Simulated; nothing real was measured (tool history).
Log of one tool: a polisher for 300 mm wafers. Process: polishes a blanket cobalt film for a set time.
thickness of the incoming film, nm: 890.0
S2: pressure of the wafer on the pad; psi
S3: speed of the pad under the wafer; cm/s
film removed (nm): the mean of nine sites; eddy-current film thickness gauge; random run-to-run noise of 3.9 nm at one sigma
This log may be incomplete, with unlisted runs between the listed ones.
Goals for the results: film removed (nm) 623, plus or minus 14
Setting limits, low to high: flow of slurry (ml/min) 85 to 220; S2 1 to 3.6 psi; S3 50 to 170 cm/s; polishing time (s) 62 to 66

{"run": 1, "hour": 0.0, "flow of slurry (ml/min)": 140, "S2": 2.3, "S3": 110, "polishing time (s)": 62, "film removed (nm)": 443.36}
{"run": 2, "hour": 6.2, "flow of slurry (ml/min)": 155, "S2": 2.3, "S3": 110, "polishing time (s)": 62, "film removed (nm)": 458.91}
{"run": 3, "hour": 11.3, "flow of slurry (ml/min)": 155, "S2": 2.3, "S3": 122, "polishing time (s)": 62, "film removed (nm)": 497.23}
{"run": 4, "hour": 11.9, "flow of slurry (ml/min)": 155, "S2": 2.3, "S3": 138, "polishing time (s)": 62, "film removed (nm)": 566.32}
{"hour": 20.5, "done": "head pressure recalibrated"}
{"run": 5, "hour": 20.5, "flow of slurry (ml/min)": 155, "S2": 2.1, "S3": 138, "polishing time (s)": 62, "film removed (nm)": 565.68}
{"run": 6, "hour": 26.0, "flow of slurry (ml/min)": 160, "S2": 2.1, "S3": 138, "polishing time (s)": 62, "film removed (nm)": 566.84}
{"run": 7, "hour": 34.7, "flow of slurry (ml/min)": 165, "S2": 2.1, "S3": 138, "polishing time (s)": 62, "film removed (nm)": 570.94}
{"run": 8, "hour": 35.8, "flow of slurry (ml/min)": 170, "S2": 2.1, "S3": 138, "polishing time (s)": 62, "film removed (nm)": 569.07}

Which single option among these 4 for the next run brings every result within its allowed miss of target? Just one does.
{"run": "A", "hour": 36.9, "flow of slurry (ml/min)": 180, "S2": 2, "S3": 140, "polishing time (s)": 64, "film removed (nm)": "?"}
{"run": "B", "hour": 36.9, "flow of slurry (ml/min)": 130, "S2": 2.2, "S3": 156, "polishing time (s)": 63, "film removed (nm)": "?"}
{"run": "C", "hour": 36.9, "flow of slurry (ml/min)": 185, "S2": 2.1, "S3": 148, "polishing time (s)": 63, "film removed (nm)": "?"}
{"run": "D", "hour": 36.9, "flow of slurry (ml/min)": 160, "S2": 2.4, "S3": 130, "polishing time (s)": 62, "film removed (nm)": "?"}

move=A film_removed_(nm)=577.92
move=B film_removed_(nm)=639.67
move=C film_removed_(nm)=623.97
move=D film_removed_(nm)=583.52
A: better than the last run, though not everything is in spec
B: takes the result that was furthest off past its target
C: each result inside its tolerance
D: better than the last run, though not everything is in spec
Move C is the one to make.
